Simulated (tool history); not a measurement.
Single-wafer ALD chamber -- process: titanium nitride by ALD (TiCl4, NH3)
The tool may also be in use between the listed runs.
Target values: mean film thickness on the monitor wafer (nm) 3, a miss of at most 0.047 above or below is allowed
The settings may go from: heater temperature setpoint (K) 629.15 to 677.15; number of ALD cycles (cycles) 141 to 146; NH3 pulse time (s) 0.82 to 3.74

| run | hour | heater temperature setpoint (K) | number of ALD cycles (cycles) | NH3 pulse time (s) | mean film thickness on the monitor wafer (nm) |
|---|---|---|---|---|---|
| 1 | 0 | 653.15 | 141 | 2.28 | 3.2782 |
| 2 | 7 | 653.15 | 141 | 2.28 | 3.2611 |
| 3 | 12.1 | 649.15 | 141 | 2.06 | 3.2442 |
| 4 | 19.5 | 649.15 | 141 | 1.46 | 3.1113 |
| 5 | 24.8 | 649.15 | 141 | 1.93 | 3.2342 |
| 6 | 29.9 | 650.15 | 141 | 1.77 | 3.1875 |
| 7 | 37 | 651.15 | 141 | 1.63 | 3.1717 |
| 8 | 45 | 648.15 | 141 | 1.51 | 3.1247 |
| 9 | 53.4 | 648.15 | 141 | 1.41 | 3.1049 |
| 10 | 60.5 | 648.15 | 141 | 1.33 | 3.0759 |
| 11 | 68.2 | 648.15 | 141 | 1.28 | 3.0513 |

Pick the move, out of 5, that brings all results within their allowed miss; only one does.
| A | 75.9 | 651.15 | 143 | 1.32 | ? |
| B | 75.9 | 650.15 | 146 | 0.99 | ? |
| C | 75.9 | 648.15 | 144 | 1.44 | ? |
| D | 75.9 | 641.15 | 142 | 1.61 | ? |
| E | 75.9 | 647.15 | 146 | 1.23 | ? |

| move | mean film thickness on the monitor wafer (nm) |
|---|---|
| A | 3.1225 |
| B | 2.9917 |
| C | 3.1646 |
| D | 3.1088 |
| E | 3.1171 |
A: the biggest miss grows against the last run
B: each result inside its tolerance
C: the biggest miss grows against the last run
D: the biggest miss grows against the last run
E: the biggest miss grows against the last run
B meets every target.
